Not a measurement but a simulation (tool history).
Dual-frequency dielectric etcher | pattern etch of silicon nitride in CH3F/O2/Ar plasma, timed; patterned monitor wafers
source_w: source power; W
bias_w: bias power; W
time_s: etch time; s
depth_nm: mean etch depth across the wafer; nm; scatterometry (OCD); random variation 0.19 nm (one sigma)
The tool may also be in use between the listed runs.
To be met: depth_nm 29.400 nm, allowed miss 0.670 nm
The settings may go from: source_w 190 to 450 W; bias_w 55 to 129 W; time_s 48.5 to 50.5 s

run  hour  source_w  bias_w  time_s  depth_nm
  1   0.0       320      92    48.5    37.547
  2   2.0       280      84    48.5    34.206
  3   8.7       280      96    48.5    36.853
  4  16.8       250      88    48.5    33.766
     22.2  -- wet clean of the chamber
  5  22.2       250      88    50.5    34.456
  6  25.1       230      84    50.5    32.532
  7  27.5       220      82    50.5    31.474
  8  33.2       210      81    50.5    30.693
  9  37.1       200      81    50.5    30.240

Which of these 4 next moves meets every target?
  A  41.0       210      87    50.5         ?
  B  41.0       210      89    48.5         ?
  C  41.0       190      84    49.5         ?
  D  41.0       190      88    50.5         ?

move  depth_nm
   A    31.566
   B    30.661
   C    29.385
   D    30.686
A: further off than the last run
B: further off than the last run
C: meets every target
D: further off than the last run
Answer: C
